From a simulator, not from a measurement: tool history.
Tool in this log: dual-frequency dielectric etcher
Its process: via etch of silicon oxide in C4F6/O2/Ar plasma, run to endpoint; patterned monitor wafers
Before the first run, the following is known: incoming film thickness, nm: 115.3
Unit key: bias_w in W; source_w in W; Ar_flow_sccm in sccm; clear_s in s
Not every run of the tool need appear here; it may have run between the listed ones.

| run | day | bias_w | source_w | Ar_flow_sccm | clear_s |
|---|---|---|---|---|---|
| 1 | 0 | 596 | 270 | 402 | 30.239 |
| 2 | 0.025 | 640 | 290 | 396 | 28.079 |
| 3 | 0.162 | 640 | 270 | 396 | 29.318 |
| 4 | 0.467 | 674 | 280 | 393 | 27.595 |
| 5 | 0.508 | 674 | 250 | 393 | 28.992 |
| 6 | 0.571 | 636 | 250 | 393 | 29.624 |

What will run 7 give?
| 7 | 0.725 | 674 | 260 | 385 | ? |

Logged for run 7: clear_s 28.564 s.

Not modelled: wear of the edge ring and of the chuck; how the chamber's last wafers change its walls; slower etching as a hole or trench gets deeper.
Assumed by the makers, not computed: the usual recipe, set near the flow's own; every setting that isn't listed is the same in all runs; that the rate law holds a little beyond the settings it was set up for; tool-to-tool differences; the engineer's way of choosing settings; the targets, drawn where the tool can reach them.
